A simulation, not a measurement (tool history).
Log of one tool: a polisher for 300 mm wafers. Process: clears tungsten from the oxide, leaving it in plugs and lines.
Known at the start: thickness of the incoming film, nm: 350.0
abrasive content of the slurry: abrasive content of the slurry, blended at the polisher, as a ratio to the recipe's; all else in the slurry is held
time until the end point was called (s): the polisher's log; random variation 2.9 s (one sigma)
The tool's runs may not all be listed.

run	hour	flow of slurry (ml/min)	pressure of the wafer on the pad (psi)	speed of the pad under the wafer (cm/s)	abrasive content of the slurry	overpolish time after the end point (s)	time until the end point was called (s)
1	0.0	195	3.4	110	1.0	19	74.065
2	6.7	195	3.4	110	1.0	19	74.476
3	12.8	195	3.4	110	1.1	19	71.212
4	15.7	195	2.9	98	1.1	19	92.537
5	22.5	195	2.9	98	1.1	19	92.367
6	31.4	195	2.9	98	1.1	19	91.690
7	34.9	195	2.5	88	1.1	19	114.720
8	38.6	195	2.2	82	1.1	19	132.830

The next listed run, before its measurement:
9	45.3	195	2.0	78	1.1	19	?

time until the end point was called (s): 149.210
